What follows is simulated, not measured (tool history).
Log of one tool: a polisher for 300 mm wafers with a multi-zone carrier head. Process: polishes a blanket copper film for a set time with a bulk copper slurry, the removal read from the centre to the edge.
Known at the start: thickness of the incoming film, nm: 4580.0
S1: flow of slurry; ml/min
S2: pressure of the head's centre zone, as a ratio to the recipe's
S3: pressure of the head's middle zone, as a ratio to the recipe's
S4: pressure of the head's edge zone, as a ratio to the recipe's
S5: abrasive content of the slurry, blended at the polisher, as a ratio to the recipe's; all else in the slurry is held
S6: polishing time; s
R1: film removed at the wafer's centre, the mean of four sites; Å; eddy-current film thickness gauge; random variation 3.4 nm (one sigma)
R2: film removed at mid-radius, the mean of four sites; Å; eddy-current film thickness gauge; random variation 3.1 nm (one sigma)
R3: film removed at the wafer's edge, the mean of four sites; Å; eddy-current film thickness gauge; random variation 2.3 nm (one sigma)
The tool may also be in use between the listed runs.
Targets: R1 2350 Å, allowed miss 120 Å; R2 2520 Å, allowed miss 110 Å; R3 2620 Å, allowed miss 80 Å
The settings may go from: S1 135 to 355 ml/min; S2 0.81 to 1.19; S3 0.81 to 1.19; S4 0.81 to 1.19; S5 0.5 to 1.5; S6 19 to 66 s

run 1 hour=0 | S1=225 S2=1 S3=1 S4=1 S5=1 S6=42 | R1=4604.6 R2=4645.2 R3=4344.8
run 2 hour=8.3 | S1=215 S2=0.96 S3=0.97 S4=0.99 S5=0.9 S6=38 | R1=3968.9 R2=4057.1 R3=3846.1
run 3 hour=14.2 | S1=205 S2=0.93 S3=0.94 S4=1 S5=0.8 S6=35 | R1=3511.1 R2=3537.9 R3=3473.9
run 4 hour=18.7 | S1=195 S2=0.9 S3=0.93 S4=1.01 S5=0.75 S6=33 | R1=3150.7 R2=3328.1 R3=3223.5
run 5 hour=25.5 | S1=190 S2=0.88 S3=0.91 S4=1.02 S5=0.7 S6=32 | R1=2857.4 R2=3047.8 R3=3097.1
run 6 hour=34.4 | S1=190 S2=0.88 S3=0.83 S4=1.02 S5=0.7 S6=32 | R1=2905 R2=2827.1 R3=3128
run 7 hour=40.2 | S1=185 S2=0.86 S3=0.83 S4=1 S5=0.65 S6=31 | R1=2705 R2=2731.1 R3=2998.9
-- hour=48.8 edge zone pressure recalibrated
run 8 hour=48.8 | S1=175 S2=0.83 S3=0.84 S4=0.9 S5=0.5 S6=28 | R1=2292.1 R2=2443.7 R3=2624.2

Which of these 4 next moves meets every target?
run A hour=57.4 | S1=165 S2=0.87 S3=0.9 S4=0.92 S5=0.7 S6=27 | R1=? R2=? R3=?
run B hour=57.4 | S1=185 S2=0.85 S3=0.81 S4=0.9 S5=0.5 S6=28 | R1=? R2=? R3=?
run C hour=57.4 | S1=210 S2=0.82 S3=0.81 S4=0.97 S5=0.5 S6=27 | R1=? R2=? R3=?
run D hour=57.4 | S1=165 S2=0.85 S3=0.81 S4=0.9 S5=0.65 S6=26 | R1=? R2=? R3=?

move=A R1=2341.8 R2=2536.5 R3=2574.3
move=B R1=2336.3 R2=2371.7 R3=2587.7
move=C R1=2219.3 R2=2330.9 R3=2620.4
move=D R1=2182.5 R2=2221 R3=2436
A: meets every target
B: further off than the last run
C: further off than the last run
D: further off than the last run
Answer: A
